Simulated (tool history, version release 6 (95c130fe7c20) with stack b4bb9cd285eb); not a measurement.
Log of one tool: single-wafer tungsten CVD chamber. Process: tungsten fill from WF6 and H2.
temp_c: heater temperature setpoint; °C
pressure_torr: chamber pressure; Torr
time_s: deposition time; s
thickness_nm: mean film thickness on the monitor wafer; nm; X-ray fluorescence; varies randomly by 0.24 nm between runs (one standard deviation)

run  hour  temp_c  pressure_torr  time_s  thickness_nm
  1   0.0     395           52.9    22.9        83.047
  2   3.3     396           52.9    22.9        84.624
  3   5.5     396           52.9    22.9        84.420
  4  12.3     396           56.3    22.9        87.179
  5  16.2     387           56.3    22.9        74.729
  6  17.4     388           56.4    22.9        75.764
  7  24.9     389           56.5    22.9        77.751
  8  31.4     390           56.6    22.9        79.078
  9  34.1     391           56.7    22.9        79.908
 10  42.8     392           56.8    22.9        81.625
 11  50.8     393           56.8    22.9        83.108

Run 12 is up next; what results do you expect?
 12  56.5     394           56.8    22.9             ?

{"run 12": {"thickness_nm": 84.402}}

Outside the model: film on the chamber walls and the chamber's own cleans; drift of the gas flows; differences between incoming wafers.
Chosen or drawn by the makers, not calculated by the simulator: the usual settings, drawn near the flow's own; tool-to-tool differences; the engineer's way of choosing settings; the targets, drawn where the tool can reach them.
